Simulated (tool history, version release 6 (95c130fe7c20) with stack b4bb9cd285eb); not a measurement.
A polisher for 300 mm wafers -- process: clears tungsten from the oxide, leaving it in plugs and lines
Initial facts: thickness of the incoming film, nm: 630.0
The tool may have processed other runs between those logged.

| run | hour | flow of slurry (ml/min) | pressure of the wafer on the pad (kPa) | speed of the pad under the wafer (m/s) | abrasive content of the slurry | overpolish time after the end point (s) | time until the end point was called (s) |
|---|---|---|---|---|---|---|---|
| 1 | 0 | 315 | 30.3 | 0.98 | 1 | 37 | 130.46 |
| 2 | 6.8 | 315 | 27.6 | 0.98 | 1 | 37 | 143.86 |
| 3 | 8.3 | 315 | 27.6 | 0.98 | 1 | 39 | 142.49 |
| 4 | 15.5 | 370 | 27.6 | 0.98 | 1 | 39 | 140.2 |
| 5 | 23.3 | 370 | 29 | 0.98 | 1 | 39 | 135.07 |
| 6 | 30.5 | 370 | 30.3 | 0.98 | 1 | 39 | 127.75 |

The next listed run, before its measurement:
| 7 | 36.9 | 370 | 31 | 0.98 | 1 | 39 | ? |

time until the end point was called (s): 125.92
